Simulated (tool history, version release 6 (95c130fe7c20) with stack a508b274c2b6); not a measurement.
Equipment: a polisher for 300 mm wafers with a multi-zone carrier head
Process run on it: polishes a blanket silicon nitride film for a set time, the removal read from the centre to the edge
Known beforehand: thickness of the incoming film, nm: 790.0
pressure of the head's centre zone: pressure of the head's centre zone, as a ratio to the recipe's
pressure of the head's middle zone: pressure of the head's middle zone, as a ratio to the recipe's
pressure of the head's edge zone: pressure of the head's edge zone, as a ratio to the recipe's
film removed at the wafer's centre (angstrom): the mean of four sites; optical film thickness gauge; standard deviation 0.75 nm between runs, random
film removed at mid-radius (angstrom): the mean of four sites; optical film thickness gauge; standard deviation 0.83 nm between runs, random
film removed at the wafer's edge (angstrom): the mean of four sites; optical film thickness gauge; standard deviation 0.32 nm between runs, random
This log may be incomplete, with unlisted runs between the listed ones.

| run | hour | flow of slurry (ml/min) | pressure of the head's centre zone | pressure of the head's middle zone | pressure of the head's edge zone | polishing time (s) | film removed at the wafer's centre (angstrom) | film removed at mid-radius (angstrom) | film removed at the wafer's edge (angstrom) |
|---|---|---|---|---|---|---|---|---|---|
| 1 | 0 | 270 | 1 | 1 | 1 | 39 | 550.51 | 550.83 | 554.71 |
| 2 | 2.4 | 265 | 0.99 | 1.01 | 0.99 | 39 | 528.28 | 565.25 | 557.95 |
| 3 | 7.3 | 265 | 0.99 | 1.01 | 0.99 | 47 | 646.02 | 658.75 | 670.5 |
| 4 | 15.5 | 265 | 0.99 | 1.01 | 0.97 | 46 | 633.32 | 677.85 | 643.36 |
| 5 | 17.8 | 260 | 0.98 | 0.99 | 0.95 | 45 | 617.97 | 650.02 | 619.3 |
| 6 | 19.1 | 260 | 1.02 | 0.99 | 0.95 | 45 | 629.39 | 637.03 | 625.78 |
| 7 | 23.9 | 255 | 1 | 0.98 | 0.94 | 44 | 604.7 | 610.63 | 602.1 |
| 8 | 24.8 | 250 | 0.98 | 0.97 | 0.92 | 44 | 590.42 | 614.13 | 595 |
|  | 28.2 | slurry nozzle cleaned |
| 9 | 28.2 | 245 | 0.97 | 0.96 | 0.91 | 43 | 614.29 | 645.11 | 605.46 |
| 10 | 30.9 | 245 | 0.98 | 0.99 | 0.92 | 42 | 591.82 | 640.89 | 595.58 |
| 11 | 35.7 | 250 | 0.97 | 0.98 | 0.92 | 41 | 586.27 | 608.96 | 582.47 |
| 12 | 40.2 | 245 | 0.97 | 0.99 | 0.92 | 40 | 571.5 | 594.9 | 568.72 |
| 13 | 45.7 | 250 | 0.95 | 0.99 | 0.91 | 39 | 538.98 | 572.99 | 549.38 |
| 14 | 54.1 | 255 | 0.95 | 0.99 | 0.9 | 39 | 547.95 | 596.46 | 548.68 |

Predict the results of run 15:
| 15 | 62.7 | 260 | 0.94 | 0.99 | 0.9 | 39 | ? | ? | ? |

{"run 15": {"film removed at the wafer's centre (angstrom)": 554.84, "film removed at mid-radius (angstrom)": 579.19, "film removed at the wafer's edge (angstrom)": 545.58}}
